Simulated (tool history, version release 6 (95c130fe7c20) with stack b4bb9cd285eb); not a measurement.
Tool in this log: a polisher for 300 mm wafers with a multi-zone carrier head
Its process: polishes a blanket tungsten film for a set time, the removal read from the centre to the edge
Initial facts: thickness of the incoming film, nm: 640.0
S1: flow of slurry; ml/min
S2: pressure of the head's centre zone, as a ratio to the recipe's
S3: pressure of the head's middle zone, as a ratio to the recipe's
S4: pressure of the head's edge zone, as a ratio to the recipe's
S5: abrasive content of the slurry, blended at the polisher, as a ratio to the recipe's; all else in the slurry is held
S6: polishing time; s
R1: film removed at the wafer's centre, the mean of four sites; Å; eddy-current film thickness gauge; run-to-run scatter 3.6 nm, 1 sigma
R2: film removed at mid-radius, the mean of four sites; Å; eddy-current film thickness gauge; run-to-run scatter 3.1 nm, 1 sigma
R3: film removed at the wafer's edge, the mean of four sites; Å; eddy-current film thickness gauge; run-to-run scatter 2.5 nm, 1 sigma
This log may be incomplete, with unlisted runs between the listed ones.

run  hour   S1    S2    S3    S4    S5  S6      R1      R2      R3
  1   0.0  125  1.00  1.00  1.00  1.00  42  1603.5  1582.3  1711.5
  2   4.5  125  1.00  1.00  1.00  1.00  48  1771.7  1774.0  1923.4
  3   8.4  125  0.91  1.00  1.00  1.00  48  1668.3  1808.9  1936.8
  4   9.4  125  0.91  0.91  1.00  1.00  48  1652.5  1764.4  1943.2
  5  13.1  125  0.91  0.91  1.00  0.80  48  1578.9  1633.6  1855.7
  6  21.0  125  0.88  0.91  1.00  0.80  48  1542.8  1646.7  1804.4
  7  24.2  135  0.92  0.93  0.97  0.80  48  1660.3  1734.9  1866.7
  8  30.4  170  1.02  1.02  0.87  0.70  47  1894.4  1876.6  1735.9
  9  34.3  170  1.04  1.02  0.88  0.75  47  2036.0  1926.9  1848.4

Run 10, settings as shown, results not yet in. Your forecast:
 10  36.0  190  1.14  1.06  0.91  0.80  47   ?   ?   ?

{"run 10": {"R1": 2304.7, "R2": 2038.6, "R3": 1892.1}}
